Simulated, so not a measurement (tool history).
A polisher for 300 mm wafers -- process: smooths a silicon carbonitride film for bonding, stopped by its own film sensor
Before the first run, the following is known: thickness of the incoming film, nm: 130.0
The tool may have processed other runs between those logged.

run  hour  flow of slurry (ml/min)  pressure of the wafer on the pad (kPa)  speed of the pad under the wafer (cm/s)  abrasive content of the slurry  target thickness at which the film sensor stops the polish (nm)  time until the film sensor stopped the polish (s)
  1   0.0                      140                                    12.4                                       98                            1.00                                                              111                                             79.882
  2   8.5                      140                                    12.4                                       98                            1.00                                                              111                                             80.412
  3  14.0                      140                                    12.4                                      110                            1.00                                                              111                                             73.594
  4  18.3                      140                                    12.4                                      110                            1.00                                                              110                                             76.294
  5  20.4                      140                                    12.4                                      110                            0.85                                                              110                                             80.690
  6  21.8                      135                                    11.0                                      110                            0.85                                                              110                                             92.513
  7  29.2                      130                                    10.3                                      110                            0.85                                                              110                                            100.910
  8  31.9                      125                                     9.7                                      110                            0.85                                                              110                                            108.060
  9  40.5                      120                                     9.0                                      110                            0.85                                                              110                                            115.130

What does the tool deliver on the next run?
 10  46.6                      115                                     9.0                                      110                            0.85                                                              110                                                  ?

Run 10 yielded time until the film sensor stopped the polish (s) 117.720.
